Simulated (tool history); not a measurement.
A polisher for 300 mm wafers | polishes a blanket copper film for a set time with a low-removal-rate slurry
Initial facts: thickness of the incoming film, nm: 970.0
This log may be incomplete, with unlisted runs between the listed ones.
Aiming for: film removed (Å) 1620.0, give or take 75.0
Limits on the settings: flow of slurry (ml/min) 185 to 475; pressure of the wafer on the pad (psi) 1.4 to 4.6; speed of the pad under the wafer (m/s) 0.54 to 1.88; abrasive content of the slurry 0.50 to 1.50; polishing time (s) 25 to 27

run,hour,flow of slurry (ml/min),pressure of the wafer on the pad (psi),speed of the pad under the wafer (m/s),abrasive content of the slurry,polishing time (s),film removed (Å)
1,0.0,305,3.0,1.20,1.00,27,1060.4
2,2.4,305,3.0,1.20,1.15,27,1099.5
3,4.1,305,3.3,1.22,1.15,27,1195.7
4,9.4,305,3.6,1.24,1.15,27,1294.6
5,15.5,305,2.9,1.24,1.15,27,1104.6
6,17.9,305,3.3,1.26,1.15,27,1239.0
7,23.3,305,3.6,1.28,1.15,27,1321.9
# hour 26.9: worn pad replaced by a new one
8,26.9,305,3.8,1.30,1.15,27,1486.1

Of the 5 settings listed for the next run, only one would bring every result within its allowed miss of target. Which one?
A,30.5,435,3.8,1.14,1.15,27,?
B,30.5,295,4.1,1.12,1.15,27,?
C,30.5,365,3.8,1.32,1.25,27,?
D,30.5,295,3.7,1.12,1.30,27,?
E,30.5,250,3.7,1.54,1.25,27,?

move,film removed (Å)
A,1361.0
B,1392.1
C,1578.8
D,1306.7
E,1743.8
A: further off than the last run
B: further off than the last run
C: every result lands within tolerance
D: further off than the last run
E: carries the result that was furthest off beyond its target, to the other side
Go with C: it meets all targets.
